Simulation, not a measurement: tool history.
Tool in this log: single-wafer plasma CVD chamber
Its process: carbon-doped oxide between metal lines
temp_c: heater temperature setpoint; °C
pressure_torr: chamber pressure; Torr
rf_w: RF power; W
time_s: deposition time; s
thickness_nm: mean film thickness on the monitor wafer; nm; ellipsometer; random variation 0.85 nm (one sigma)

run 1 day=0.000 | temp_c=325 pressure_torr=4.46 rf_w=465 time_s=30.1 | thickness_nm=163.22
run 2 day=0.117 | temp_c=325 pressure_torr=4.46 rf_w=465 time_s=30.1 | thickness_nm=161.64
run 3 day=0.179 | temp_c=325 pressure_torr=4.46 rf_w=410 time_s=30.1 | thickness_nm=155.08
run 4 day=0.308 | temp_c=322 pressure_torr=4.66 rf_w=425 time_s=30.1 | thickness_nm=160.90
run 5 day=0.429 | temp_c=312 pressure_torr=4.66 rf_w=425 time_s=30.1 | thickness_nm=165.47
run 6 day=0.588 | temp_c=322 pressure_torr=4.66 rf_w=425 time_s=30.1 | thickness_nm=159.12

Forecast run 7:
run 7 day=0.842 | temp_c=320 pressure_torr=4.79 rf_w=435 time_s=30.1 | thickness_nm=?

Run 7 came out at thickness_nm 163.32 nm.
